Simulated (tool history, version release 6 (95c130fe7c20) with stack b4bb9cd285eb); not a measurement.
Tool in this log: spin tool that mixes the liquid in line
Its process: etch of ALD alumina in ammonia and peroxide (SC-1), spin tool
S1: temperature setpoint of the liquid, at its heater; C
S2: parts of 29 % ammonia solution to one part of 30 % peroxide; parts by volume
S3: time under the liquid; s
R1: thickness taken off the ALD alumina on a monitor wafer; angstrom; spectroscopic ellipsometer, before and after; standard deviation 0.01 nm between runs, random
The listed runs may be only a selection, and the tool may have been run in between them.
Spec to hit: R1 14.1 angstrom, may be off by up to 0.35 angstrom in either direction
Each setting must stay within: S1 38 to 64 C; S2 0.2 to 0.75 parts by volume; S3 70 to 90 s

run  hour    S1    S2  S3      R1
  1     0    48  0.45  90  22.334
  2   2.5  45.5  0.45  90  19.021
  3     7    44  0.45  90  17.536
  4  14.1    44  0.45  90  17.335
     17.4  -- heated supply line repaired
  5  17.4    43  0.45  90  19.861
  6  25.9  49.5  0.45  90  28.856
  7  32.5    47  0.45  90  25.035
  8  38.5    45  0.45  90  22.541
  9  43.8    43  0.45  85  18.738

Exactly one of the 5 candidate moves below puts every result within its allowed miss. Which one?
  A  49.1  48  0.55  90   ?
  B  49.1  40  0.45  70   ?
  C  49.1  38  0.45  85   ?
  D  49.1  40   0.5  70   ?
  E  49.1  42   0.6  70   ?

move      R1
   A  27.065
   B  13.049
   C  14.069
   D  13.181
   E  15.081
A: moves away from the targets compared with the last run
B: pushes the last run's worst result past its target
C: meets every target
D: pushes the last run's worst result past its target
E: moves toward the targets from the last run without getting all of them in spec
Correct choice: C, which meets every target
